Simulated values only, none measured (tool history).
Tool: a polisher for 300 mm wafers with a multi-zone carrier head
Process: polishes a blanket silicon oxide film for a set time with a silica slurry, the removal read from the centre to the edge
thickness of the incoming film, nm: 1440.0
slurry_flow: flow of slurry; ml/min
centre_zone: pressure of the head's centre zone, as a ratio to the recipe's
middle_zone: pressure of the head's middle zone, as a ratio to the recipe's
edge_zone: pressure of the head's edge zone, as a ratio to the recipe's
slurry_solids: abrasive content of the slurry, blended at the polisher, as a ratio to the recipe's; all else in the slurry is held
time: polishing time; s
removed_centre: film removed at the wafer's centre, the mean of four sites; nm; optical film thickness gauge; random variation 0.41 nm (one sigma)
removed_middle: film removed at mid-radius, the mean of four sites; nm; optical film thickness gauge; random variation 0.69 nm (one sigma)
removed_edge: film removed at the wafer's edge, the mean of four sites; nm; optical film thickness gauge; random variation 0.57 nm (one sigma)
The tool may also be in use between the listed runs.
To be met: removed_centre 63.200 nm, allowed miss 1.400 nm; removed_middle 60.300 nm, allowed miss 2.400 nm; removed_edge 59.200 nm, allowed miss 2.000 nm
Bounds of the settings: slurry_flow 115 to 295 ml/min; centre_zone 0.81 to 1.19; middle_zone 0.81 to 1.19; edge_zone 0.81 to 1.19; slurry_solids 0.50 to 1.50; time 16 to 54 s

run 1 hour=0.0 | slurry_flow=190 centre_zone=1.00 middle_zone=1.00 edge_zone=1.00 slurry_solids=1.00 time=35 | removed_centre=102.160 removed_middle=104.970 removed_edge=101.980
run 2 hour=3.0 | slurry_flow=190 centre_zone=1.00 middle_zone=0.97 edge_zone=0.96 slurry_solids=0.85 time=33 | removed_centre=89.384 removed_middle=86.946 removed_edge=87.367
run 3 hour=4.7 | slurry_flow=190 centre_zone=0.99 middle_zone=0.97 edge_zone=0.93 slurry_solids=0.75 time=32 | removed_centre=80.001 removed_middle=78.844 removed_edge=78.970
run 4 hour=9.8 | slurry_flow=190 centre_zone=0.99 middle_zone=0.97 edge_zone=0.93 slurry_solids=0.55 time=32 | removed_centre=65.555 removed_middle=65.162 removed_edge=63.178
run 5 hour=17.6 | slurry_flow=180 centre_zone=1.00 middle_zone=0.97 edge_zone=0.93 slurry_solids=0.55 time=32 | removed_centre=65.011 removed_middle=63.493 removed_edge=63.714
-- hour=22.4 edge zone pressure recalibrated
run 6 hour=22.4 | slurry_flow=180 centre_zone=1.05 middle_zone=0.97 edge_zone=0.93 slurry_solids=0.55 time=32 | removed_centre=69.079 removed_middle=63.903 removed_edge=62.691
run 7 hour=26.8 | slurry_flow=165 centre_zone=1.05 middle_zone=0.98 edge_zone=0.92 slurry_solids=0.55 time=32 | removed_centre=67.382 removed_middle=63.681 removed_edge=61.676
run 8 hour=30.1 | slurry_flow=155 centre_zone=1.05 middle_zone=0.98 edge_zone=0.92 slurry_solids=0.55 time=32 | removed_centre=66.125 removed_middle=61.820 removed_edge=60.410
run 9 hour=30.7 | slurry_flow=150 centre_zone=1.05 middle_zone=0.98 edge_zone=0.92 slurry_solids=0.55 time=32 | removed_centre=66.157 removed_middle=62.632 removed_edge=59.541
run 10 hour=34.4 | slurry_flow=145 centre_zone=1.04 middle_zone=0.97 edge_zone=0.93 slurry_solids=0.55 time=32 | removed_centre=65.292 removed_middle=60.780 removed_edge=59.155

Which of these 5 next moves meets every target?
run A hour=38.1 | slurry_flow=115 centre_zone=1.13 middle_zone=0.92 edge_zone=0.88 slurry_solids=0.50 time=37 | removed_centre=? removed_middle=? removed_edge=?
run B hour=38.1 | slurry_flow=165 centre_zone=1.06 middle_zone=0.93 edge_zone=0.92 slurry_solids=0.50 time=34 | removed_centre=? removed_middle=? removed_edge=?
run C hour=38.1 | slurry_flow=140 centre_zone=1.03 middle_zone=0.98 edge_zone=0.93 slurry_solids=0.60 time=30 | removed_centre=? removed_middle=? removed_edge=?
run D hour=38.1 | slurry_flow=135 centre_zone=1.11 middle_zone=0.98 edge_zone=0.89 slurry_solids=0.55 time=33 | removed_centre=? removed_middle=? removed_edge=?
run E hour=38.1 | slurry_flow=170 centre_zone=1.08 middle_zone=0.99 edge_zone=0.81 slurry_solids=0.65 time=29 | removed_centre=? removed_middle=? removed_edge=?

move=A removed_centre=71.125 removed_middle=60.465 removed_edge=61.588
move=B removed_centre=67.819 removed_middle=61.326 removed_edge=61.506
move=C removed_centre=63.578 removed_middle=62.101 removed_edge=60.471
move=D removed_centre=70.296 removed_middle=63.732 removed_edge=60.998
move=E removed_centre=71.206 removed_middle=66.518 removed_edge=59.638
A: further off than the last run
B: further off than the last run
C: meets every target
D: further off than the last run
E: further off than the last run
Answer: C

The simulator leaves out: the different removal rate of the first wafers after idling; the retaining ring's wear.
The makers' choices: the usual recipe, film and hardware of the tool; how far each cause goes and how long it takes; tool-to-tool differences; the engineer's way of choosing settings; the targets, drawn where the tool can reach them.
